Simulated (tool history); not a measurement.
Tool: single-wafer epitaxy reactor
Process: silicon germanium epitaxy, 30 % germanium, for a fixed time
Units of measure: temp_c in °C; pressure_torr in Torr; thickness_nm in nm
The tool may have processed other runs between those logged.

run	hour	temp_c	pressure_torr	thickness_nm
1	0.0	600	27.8	61.774
2	6.7	598	27.7	60.787
3	8.3	608	27.7	70.759
4	14.3	608	24.3	66.161
5	22.3	604	24.2	62.052
6	30.4	601	24.1	58.694
7	37.8	599	24.0	57.664

Run 8, settings as shown, results not yet in. Your forecast:
8	44.5	597	23.9	?

{"run 8": {"thickness_nm": 54.904}}

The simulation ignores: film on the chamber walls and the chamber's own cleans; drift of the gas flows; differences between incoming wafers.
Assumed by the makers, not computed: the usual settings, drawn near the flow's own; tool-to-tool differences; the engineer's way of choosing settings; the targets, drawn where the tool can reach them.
